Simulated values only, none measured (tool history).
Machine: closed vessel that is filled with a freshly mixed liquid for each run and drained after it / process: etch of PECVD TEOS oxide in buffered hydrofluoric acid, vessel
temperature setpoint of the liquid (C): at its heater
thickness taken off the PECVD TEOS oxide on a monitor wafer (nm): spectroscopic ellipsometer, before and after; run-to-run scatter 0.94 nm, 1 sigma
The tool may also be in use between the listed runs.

run	day	temperature setpoint of the liquid (C)	parts of 40 % ammonium fluoride to one part of 49 % hydrofluoric acid (parts by volume)	time in the liquid (s)	thickness taken off the PECVD TEOS oxide on a monitor wafer (nm)
1	0.000	21.0	14.0	100	157.65
2	0.262	22.0	14.0	100	168.08
3	0.604	22.0	14.0	100	168.91
4	0.829	22.5	14.0	100	173.51
5	1.025	22.5	12.5	100	191.83
6	1.229	23.0	12.5	100	198.18
7	1.579	23.0	12.5	100	199.33
8	1.817	23.5	12.5	100	204.71
9	2.192	23.5	12.5	100	204.16

Expected results for the next run?
10	2.229	24.5	12.5	100	?

{"run 10": {"thickness taken off the PECVD TEOS oxide on a monitor wafer (nm)": 215.87}}
